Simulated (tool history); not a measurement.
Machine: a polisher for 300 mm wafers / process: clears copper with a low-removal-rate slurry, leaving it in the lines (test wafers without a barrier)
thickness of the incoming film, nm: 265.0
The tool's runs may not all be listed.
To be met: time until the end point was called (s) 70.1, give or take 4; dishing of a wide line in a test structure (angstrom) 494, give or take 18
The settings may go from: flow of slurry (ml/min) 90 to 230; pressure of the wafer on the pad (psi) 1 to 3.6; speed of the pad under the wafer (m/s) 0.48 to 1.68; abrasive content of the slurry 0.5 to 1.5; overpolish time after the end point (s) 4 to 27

run  hour  flow of slurry (ml/min)  pressure of the wafer on the pad (psi)  speed of the pad under the wafer (m/s)  abrasive content of the slurry  overpolish time after the end point (s)  time until the end point was called (s)  dishing of a wide line in a test structure (angstrom)
  1     0                      150                                     2.3                                    1.08                               1                                       14                                   91.887                                                  272.2
  2   2.1                      175                                     2.3                                    1.08                               1                                       14                                   87.417                                                 282.75
  3   9.7                      175                                     2.3                                    1.08                               1                                       18                                   87.831                                                 349.54
  4    18                      175                                     2.3                                    1.08                               1                                       21                                   90.546                                                 397.78
  5  23.6                      210                                     2.3                                    1.08                               1                                       21                                   85.319                                                 406.07
  6  32.1                      210                                     2.4                                    1.08                               1                                       21                                    85.95                                                 426.66
  7  40.2                      210                                     2.5                                    1.08                               1                                       21                                   81.317                                                 432.49
  8  42.5                      210                                     2.6                                    1.08                               1                                       21                                   79.042                                                 445.08

Which single option among these 4 for the next run brings every result within its allowed miss of target? Just one does.
  A  44.8                      190                                     2.4                                    1.08                            1.05                                       21                                        ?                                                      ?
  B  44.8                      170                                     2.9                                    1.12                             1.3                                       18                                        ?                                                      ?
  C  44.8                      210                                     2.3                                    1.32                            1.05                                       18                                        ?                                                      ?
  D  44.8                      190                                     2.8                                    1.12                            1.15                                       21                                        ?                                                      ?

move  time until the end point was called (s)  dishing of a wide line in a test structure (angstrom)
   A                                   83.941                                                 413.76
   B                                   66.776                                                  444.9
   C                                   70.671                                                 418.96
   D                                   69.437                                                  488.1
A: lands further from the targets than the last run did
B: no better and no worse than the last run
C: lands further from the targets than the last run did
D: all results in spec
Answer: D
